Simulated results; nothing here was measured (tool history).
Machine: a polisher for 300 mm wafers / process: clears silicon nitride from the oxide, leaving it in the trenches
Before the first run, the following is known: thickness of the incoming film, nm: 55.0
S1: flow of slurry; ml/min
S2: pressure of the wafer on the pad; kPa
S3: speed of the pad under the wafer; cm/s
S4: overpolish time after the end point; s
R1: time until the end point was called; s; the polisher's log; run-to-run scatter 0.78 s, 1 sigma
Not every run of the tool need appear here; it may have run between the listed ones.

run	hour	S1	S2	S3	S4	R1
1	0.0	250	13.8	112	49	95.716
2	4.2	250	13.8	112	49	95.438
3	5.3	250	13.8	86	49	118.240
4	13.3	250	13.8	86	52	114.690
5	17.6	295	13.8	86	52	118.590
6	19.0	295	11.7	86	52	130.340
7	25.4	295	11.7	86	52	132.010
8	31.1	295	13.8	90	52	111.110
9	37.7	295	15.2	92	52	99.108
10	42.8	295	15.2	92	52	99.043

Predict the results of run 11:
11	45.8	295	16.5	92	52	?

{"run 11": {"R1": 91.898}}

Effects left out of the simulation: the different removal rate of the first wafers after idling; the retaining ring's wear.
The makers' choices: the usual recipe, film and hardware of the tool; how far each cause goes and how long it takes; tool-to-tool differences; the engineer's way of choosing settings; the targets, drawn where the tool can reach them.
